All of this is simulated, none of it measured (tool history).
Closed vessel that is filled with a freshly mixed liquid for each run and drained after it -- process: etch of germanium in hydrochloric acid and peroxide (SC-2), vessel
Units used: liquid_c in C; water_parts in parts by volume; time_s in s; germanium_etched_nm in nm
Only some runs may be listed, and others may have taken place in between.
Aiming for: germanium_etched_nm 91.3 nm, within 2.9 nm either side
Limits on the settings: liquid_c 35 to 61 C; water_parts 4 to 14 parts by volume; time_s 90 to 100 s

{"run": 1, "day": 0.0, "liquid_c": 45, "water_parts": 7.5, "time_s": 90, "germanium_etched_nm": 132.17}
{"run": 2, "day": 0.354, "liquid_c": 45, "water_parts": 7.5, "time_s": 100, "germanium_etched_nm": 146.75}
{"run": 3, "day": 0.708, "liquid_c": 41.5, "water_parts": 8, "time_s": 95, "germanium_etched_nm": 122.54}
{"run": 4, "day": 0.862, "liquid_c": 41.5, "water_parts": 8, "time_s": 90, "germanium_etched_nm": 114.74}
{"run": 5, "day": 0.912, "liquid_c": 41.5, "water_parts": 8, "time_s": 100, "germanium_etched_nm": 128.25}
{"run": 6, "day": 0.979, "liquid_c": 36.5, "water_parts": 8, "time_s": 100, "germanium_etched_nm": 108.83}
{"run": 7, "day": 1.121, "liquid_c": 36, "water_parts": 8, "time_s": 95, "germanium_etched_nm": 102.54}
{"run": 8, "day": 1.358, "liquid_c": 35.5, "water_parts": 8.5, "time_s": 95, "germanium_etched_nm": 101}
{"run": 9, "day": 1.596, "liquid_c": 35.5, "water_parts": 7.5, "time_s": 95, "germanium_etched_nm": 101.34}
{"run": 10, "day": 1.662, "liquid_c": 35.5, "water_parts": 8, "time_s": 95, "germanium_etched_nm": 99.854}

Pick the move, out of 4, that brings all results within their allowed miss; only one does.
{"run": "A", "day": 1.729, "liquid_c": 38, "water_parts": 8, "time_s": 90, "germanium_etched_nm": "?"}
{"run": "B", "day": 1.729, "liquid_c": 35.5, "water_parts": 7.5, "time_s": 90, "germanium_etched_nm": "?"}
{"run": "C", "day": 1.729, "liquid_c": 35.5, "water_parts": 7, "time_s": 95, "germanium_etched_nm": "?"}
{"run": "D", "day": 1.729, "liquid_c": 35, "water_parts": 11.5, "time_s": 90, "germanium_etched_nm": "?"}

move=A germanium_etched_nm=103.57
move=B germanium_etched_nm=95.289
move=C germanium_etched_nm=100.91
move=D germanium_etched_nm=90.795
A: moves away from the targets compared with the last run
B: closer than the last run, but not yet in spec
C: moves away from the targets compared with the last run
D: all results land within tolerance of their targets
So the answer is move D, the one that meets all the targets.
